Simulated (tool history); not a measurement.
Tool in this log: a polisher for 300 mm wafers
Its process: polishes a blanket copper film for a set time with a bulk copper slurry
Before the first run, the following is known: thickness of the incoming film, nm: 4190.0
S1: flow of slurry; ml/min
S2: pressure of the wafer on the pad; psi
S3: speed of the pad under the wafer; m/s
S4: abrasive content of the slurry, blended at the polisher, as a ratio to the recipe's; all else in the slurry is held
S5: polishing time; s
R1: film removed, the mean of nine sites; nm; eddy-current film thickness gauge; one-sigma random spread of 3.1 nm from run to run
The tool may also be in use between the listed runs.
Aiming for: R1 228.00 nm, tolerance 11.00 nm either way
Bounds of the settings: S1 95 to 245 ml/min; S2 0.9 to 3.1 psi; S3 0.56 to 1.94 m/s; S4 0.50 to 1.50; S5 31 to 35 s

| run | hour | S1 | S2 | S3 | S4 | S5 | R1 |
|---|---|---|---|---|---|---|---|
| 1 | 0.0 | 155 | 2.0 | 1.24 | 1.00 | 35 | 326.35 |
| 2 | 5.8 | 155 | 1.9 | 1.24 | 1.00 | 35 | 307.87 |
| 3 | 8.5 | 155 | 1.8 | 1.24 | 1.00 | 35 | 300.31 |
| 4 | 9.5 | 155 | 1.8 | 1.46 | 1.00 | 35 | 357.93 |
| 5 | 11.4 | 155 | 1.7 | 1.46 | 1.00 | 35 | 341.88 |
| 6 | 17.3 | 155 | 1.6 | 1.46 | 1.00 | 35 | 325.40 |
| 7 | 18.1 | 155 | 1.5 | 1.46 | 1.00 | 35 | 317.78 |
| 8 | 22.8 | 155 | 1.4 | 1.44 | 1.00 | 35 | 295.93 |
| 9 | 31.8 | 155 | 1.3 | 1.44 | 1.00 | 35 | 277.58 |

Consider the 5 candidate settings below. Which is the only one whose results all fall within their allowed miss of target?
| A | 40.8 | 165 | 1.0 | 1.34 | 0.95 | 32 | ? |
| B | 40.8 | 170 | 1.5 | 1.30 | 1.00 | 31 | ? |
| C | 40.8 | 170 | 1.3 | 1.38 | 1.00 | 32 | ? |
| D | 40.8 | 100 | 1.7 | 1.16 | 1.30 | 31 | ? |
| E | 40.8 | 175 | 1.2 | 1.34 | 1.35 | 34 | ? |

| move | R1 |
|---|---|
| A | 208.84 |
| B | 253.95 |
| C | 253.99 |
| D | 230.89 |
| E | 267.35 |
A: carries the result that was furthest off beyond its target, to the other side
B: an improvement on the last run, though not all results are within tolerance
C: an improvement on the last run, though not all results are within tolerance
D: in spec on every target
E: an improvement on the last run, though not all results are within tolerance
Go with D: it meets all targets.

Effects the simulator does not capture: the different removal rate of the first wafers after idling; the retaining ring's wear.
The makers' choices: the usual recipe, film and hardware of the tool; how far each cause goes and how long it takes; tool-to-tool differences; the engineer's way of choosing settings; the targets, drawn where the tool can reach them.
